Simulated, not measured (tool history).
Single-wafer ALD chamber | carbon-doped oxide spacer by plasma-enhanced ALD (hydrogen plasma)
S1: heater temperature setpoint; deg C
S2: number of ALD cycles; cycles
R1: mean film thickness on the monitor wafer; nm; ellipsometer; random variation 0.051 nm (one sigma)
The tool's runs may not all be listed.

run  hour   S1   S2      R1
  1     0  395  251  12.789
  2   5.8  395  280  14.234
  3  11.8  391  280  14.083
  4  13.1  390  267  13.564
  5  17.8  390  292  14.769
  6  24.9  390  276  14.065
  7  28.5  390  263  13.347

Run 8 comes next. What will it give?
  8  36.8  390  253   ?

{"run 8": {"R1": 12.835}}
